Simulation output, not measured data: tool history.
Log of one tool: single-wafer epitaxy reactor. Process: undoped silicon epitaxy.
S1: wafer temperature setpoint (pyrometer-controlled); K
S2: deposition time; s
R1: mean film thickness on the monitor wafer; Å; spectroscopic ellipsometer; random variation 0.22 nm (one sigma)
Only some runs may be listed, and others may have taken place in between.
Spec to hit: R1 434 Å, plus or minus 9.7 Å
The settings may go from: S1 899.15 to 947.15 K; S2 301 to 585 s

| run | day | S1 | S2 | R1 |
|---|---|---|---|---|
| 1 | 0 | 923.15 | 443 | 705.65 |
| 2 | 0.129 | 923.15 | 472 | 743.06 |
| 3 | 0.296 | 916.15 | 469 | 645.3 |
| 4 | 0.325 | 922.15 | 469 | 729.63 |
| 5 | 0.521 | 916.15 | 462 | 644.84 |
| 6 | 0.638 | 911.15 | 449 | 562.33 |
| 7 | 0.883 | 908.15 | 446 | 530.47 |
| 8 | 1.233 | 906.15 | 442 | 505.33 |
| 9 | 1.417 | 904.15 | 439 | 482.91 |
| 10 | 1.671 | 903.15 | 437 | 469.84 |
| 11 | 1.996 | 902.15 | 437 | 463.14 |
| 12 | 2.071 | 901.15 | 436 | 449.27 |

Pick the move, out of 5, that brings all results within their allowed miss; only one does.
| A | 2.146 | 899.15 | 480 | ? |
| B | 2.146 | 911.15 | 347 | ? |
| C | 2.146 | 905.15 | 417 | ? |
| D | 2.146 | 899.15 | 462 | ? |
| E | 2.146 | 905.15 | 416 | ? |

| move | R1 |
|---|---|
| A | 476.33 |
| B | 436.96 |
| C | 466.48 |
| D | 458.47 |
| E | 465.36 |
A: further off than the last run
B: hits every target within its allowed miss
C: further off than the last run
D: further off than the last run
E: further off than the last run
Move B is the one to make.
